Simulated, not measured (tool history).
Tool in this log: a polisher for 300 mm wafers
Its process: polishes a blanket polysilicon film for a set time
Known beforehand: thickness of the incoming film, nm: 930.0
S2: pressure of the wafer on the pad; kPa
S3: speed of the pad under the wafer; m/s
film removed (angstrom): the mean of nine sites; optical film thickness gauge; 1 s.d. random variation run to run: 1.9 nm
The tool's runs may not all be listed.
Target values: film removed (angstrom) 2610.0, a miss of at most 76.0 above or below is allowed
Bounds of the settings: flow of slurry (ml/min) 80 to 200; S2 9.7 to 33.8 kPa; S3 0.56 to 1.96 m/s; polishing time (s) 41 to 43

{"run": 1, "hour": 0.0, "flow of slurry (ml/min)": 130, "S2": 21.4, "S3": 1.26, "polishing time (s)": 41, "film removed (angstrom)": 4267.8}
{"run": 2, "hour": 6.2, "flow of slurry (ml/min)": 130, "S2": 21.4, "S3": 1.52, "polishing time (s)": 41, "film removed (angstrom)": 4862.1}
{"run": 3, "hour": 11.0, "flow of slurry (ml/min)": 125, "S2": 18.6, "S3": 1.5, "polishing time (s)": 41, "film removed (angstrom)": 4086.6}
{"run": 4, "hour": 12.7, "flow of slurry (ml/min)": 125, "S2": 18.6, "S3": 1.24, "polishing time (s)": 41, "film removed (angstrom)": 3668.4}
{"run": 5, "hour": 18.7, "flow of slurry (ml/min)": 125, "S2": 18.6, "S3": 1.24, "polishing time (s)": 41, "film removed (angstrom)": 3659.5}
{"run": 6, "hour": 27.4, "flow of slurry (ml/min)": 120, "S2": 17.2, "S3": 1.24, "polishing time (s)": 41, "film removed (angstrom)": 3403.7}
{"run": 7, "hour": 35.6, "flow of slurry (ml/min)": 115, "S2": 15.9, "S3": 1.24, "polishing time (s)": 41, "film removed (angstrom)": 3075.4}
{"run": 8, "hour": 37.6, "flow of slurry (ml/min)": 110, "S2": 15.2, "S3": 1.24, "polishing time (s)": 41, "film removed (angstrom)": 2907.3}
{"run": 9, "hour": 42.3, "flow of slurry (ml/min)": 85, "S2": 13.8, "S3": 1.24, "polishing time (s)": 41, "film removed (angstrom)": 2451.0}
{"run": 10, "hour": 48.0, "flow of slurry (ml/min)": 90, "S2": 13.8, "S3": 1.24, "polishing time (s)": 41, "film removed (angstrom)": 2475.0}

Next run, 5 choices. One meets every target within its allowed miss, the rest don't. Which?
{"run": "A", "hour": 53.7, "flow of slurry (ml/min)": 80, "S2": 13.8, "S3": 1.02, "polishing time (s)": 43, "film removed (angstrom)": "?"}
{"run": "B", "hour": 53.7, "flow of slurry (ml/min)": 80, "S2": 11.0, "S3": 1.7, "polishing time (s)": 41, "film removed (angstrom)": "?"}
{"run": "C", "hour": 53.7, "flow of slurry (ml/min)": 110, "S2": 11.0, "S3": 1.38, "polishing time (s)": 42, "film removed (angstrom)": "?"}
{"run": "D", "hour": 53.7, "flow of slurry (ml/min)": 110, "S2": 15.9, "S3": 1.0, "polishing time (s)": 41, "film removed (angstrom)": "?"}
{"run": "E", "hour": 53.7, "flow of slurry (ml/min)": 115, "S2": 12.4, "S3": 1.18, "polishing time (s)": 42, "film removed (angstrom)": "?"}

move=A film_removed_(angstrom)=2234.6
move=B film_removed_(angstrom)=2453.0
move=C film_removed_(angstrom)=2387.3
move=D film_removed_(angstrom)=2656.8
move=E film_removed_(angstrom)=2424.8
A: lands further from the targets than the last run did
B: lands further from the targets than the last run did
C: lands further from the targets than the last run did
D: all results in spec
E: lands further from the targets than the last run did
Correct choice: D, which meets every target

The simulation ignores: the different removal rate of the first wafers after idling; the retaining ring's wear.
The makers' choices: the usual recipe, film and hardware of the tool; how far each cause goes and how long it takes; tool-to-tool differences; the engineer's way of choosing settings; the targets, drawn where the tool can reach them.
